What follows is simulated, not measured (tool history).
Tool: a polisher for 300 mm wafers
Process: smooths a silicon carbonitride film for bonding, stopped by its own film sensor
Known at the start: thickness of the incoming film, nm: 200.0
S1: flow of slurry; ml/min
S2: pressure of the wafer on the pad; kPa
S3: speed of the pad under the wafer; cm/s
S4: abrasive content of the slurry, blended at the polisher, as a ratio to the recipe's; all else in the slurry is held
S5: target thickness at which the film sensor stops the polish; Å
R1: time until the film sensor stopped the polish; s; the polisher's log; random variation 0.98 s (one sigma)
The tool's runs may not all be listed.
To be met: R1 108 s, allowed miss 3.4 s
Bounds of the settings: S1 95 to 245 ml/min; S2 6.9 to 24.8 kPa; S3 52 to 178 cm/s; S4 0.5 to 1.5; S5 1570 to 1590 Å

{"run": 1, "hour": 0.0, "S1": 155, "S2": 15.9, "S3": 114, "S4": 1, "S5": 1590, "R1": 145.17}
{"run": 2, "hour": 8.9, "S1": 155, "S2": 15.9, "S3": 100, "S4": 1, "S5": 1590, "R1": 159.12}
{"run": 3, "hour": 11.8, "S1": 185, "S2": 15.9, "S3": 100, "S4": 1, "S5": 1590, "R1": 153.9}
{"run": 4, "hour": 18.6, "S1": 185, "S2": 15.9, "S3": 100, "S4": 1.1, "S5": 1590, "R1": 147.81}
{"run": 5, "hour": 19.2, "S1": 185, "S2": 11.7, "S3": 100, "S4": 1.1, "S5": 1590, "R1": 190.63}
{"run": 6, "hour": 27.1, "S1": 185, "S2": 11.7, "S3": 100, "S4": 1.2, "S5": 1590, "R1": 181.66}
{"run": 7, "hour": 36.1, "S1": 190, "S2": 13.1, "S3": 100, "S4": 1.2, "S5": 1590, "R1": 166.28}
{"run": 8, "hour": 44.8, "S1": 195, "S2": 14.5, "S3": 100, "S4": 1.2, "S5": 1590, "R1": 152.79}
{"run": 9, "hour": 49.8, "S1": 195, "S2": 15.2, "S3": 100, "S4": 1.2, "S5": 1590, "R1": 149.65}
{"run": 10, "hour": 55.3, "S1": 195, "S2": 15.9, "S3": 100, "S4": 1.2, "S5": 1590, "R1": 141.57}
{"run": 11, "hour": 63.0, "S1": 195, "S2": 16.5, "S3": 100, "S4": 1.2, "S5": 1590, "R1": 136.94}
{"run": 12, "hour": 64.1, "S1": 195, "S2": 17.2, "S3": 100, "S4": 1.2, "S5": 1590, "R1": 134.59}
{"run": 13, "hour": 71.6, "S1": 195, "S2": 17.9, "S3": 100, "S4": 1.2, "S5": 1590, "R1": 127.07}
{"run": 14, "hour": 77.3, "S1": 195, "S2": 18.6, "S3": 100, "S4": 1.2, "S5": 1590, "R1": 124.3}
{"run": 15, "hour": 85.0, "S1": 195, "S2": 19.3, "S3": 100, "S4": 1.2, "S5": 1590, "R1": 120.69}
{"run": 16, "hour": 91.1, "S1": 205, "S2": 20.7, "S3": 100, "S4": 1.2, "S5": 1590, "R1": 112.72}

4 next moves are on the table. One of them brings every result within its allowed miss. Which?
{"run": "A", "hour": 97.2, "S1": 175, "S2": 18.6, "S3": 118, "S4": 1.15, "S5": 1590, "R1": "?"}
{"run": "B", "hour": 97.2, "S1": 215, "S2": 21.4, "S3": 98, "S4": 1.2, "S5": 1570, "R1": "?"}
{"run": "C", "hour": 97.2, "S1": 190, "S2": 19.3, "S3": 118, "S4": 1.15, "S5": 1570, "R1": "?"}
{"run": "D", "hour": 97.2, "S1": 225, "S2": 23.4, "S3": 88, "S4": 1.3, "S5": 1570, "R1": "?"}

move=A R1=116.5
move=B R1=115.01
move=C R1=116.87
move=D R1=108.57
A: further off than the last run
B: further off than the last run
C: further off than the last run
D: meets every target
Answer: D
